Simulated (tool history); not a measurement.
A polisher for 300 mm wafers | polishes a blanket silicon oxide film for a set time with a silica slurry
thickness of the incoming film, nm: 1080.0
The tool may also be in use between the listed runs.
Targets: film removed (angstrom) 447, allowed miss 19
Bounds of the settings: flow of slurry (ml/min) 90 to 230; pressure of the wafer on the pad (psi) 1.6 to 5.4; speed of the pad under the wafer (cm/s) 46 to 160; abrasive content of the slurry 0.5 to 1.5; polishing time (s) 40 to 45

run  hour  flow of slurry (ml/min)  pressure of the wafer on the pad (psi)  speed of the pad under the wafer (cm/s)  abrasive content of the slurry  polishing time (s)  film removed (angstrom)
  1     0                      150                                     3.5                                      102                               1                  45                   989.81
  2   1.6                      150                                     3.5                                       92                               1                  45                   927.62
  3   9.1                      150                                     3.5                                       92                               1                  40                   819.09
  4  11.7                      150                                     3.2                                       92                               1                  40                      759
  5  17.8                      150                                     3.2                                       92                               1                  45                   860.01
  6  19.4                      150                                     2.9                                       92                               1                  45                   761.37
  7  22.4                      150                                     2.6                                       88                               1                  45                   665.25
  8  25.3                      150                                     2.4                                       86                               1                  45                   604.05
  9  33.3                      150                                     2.2                                       86                               1                  45                   556.73
 10  34.8                      150                                     2.1                                       86                               1                  45                   523.96
 11  41.3                      145                                     1.6                                       84                               1                  45                   404.03
 12  45.9                      145                                     1.6                                       84                               1                  45                    408.7
 13  50.9                      150                                     1.6                                       84                               1                  45                   407.32

4 next moves are on the table. One of them brings every result within its allowed miss. Which?
  A  55.9                      140                                     2.5                                       60                             0.9                  40                        ?
  B  55.9                      145                                     1.7                                       92                            0.95                  40                        ?
  C  55.9                      165                                     1.7                                       84                             1.1                  43                        ?
  D  55.9                      160                                     2.2                                       66                            0.85                  45                        ?

move  film removed (angstrom)
   A                    388.3
   B                   393.85
   C                   436.01
   D                   413.28
A: further off than the last run
B: further off than the last run
C: meets every target
D: nearer than the last run, and not there yet
Answer: C

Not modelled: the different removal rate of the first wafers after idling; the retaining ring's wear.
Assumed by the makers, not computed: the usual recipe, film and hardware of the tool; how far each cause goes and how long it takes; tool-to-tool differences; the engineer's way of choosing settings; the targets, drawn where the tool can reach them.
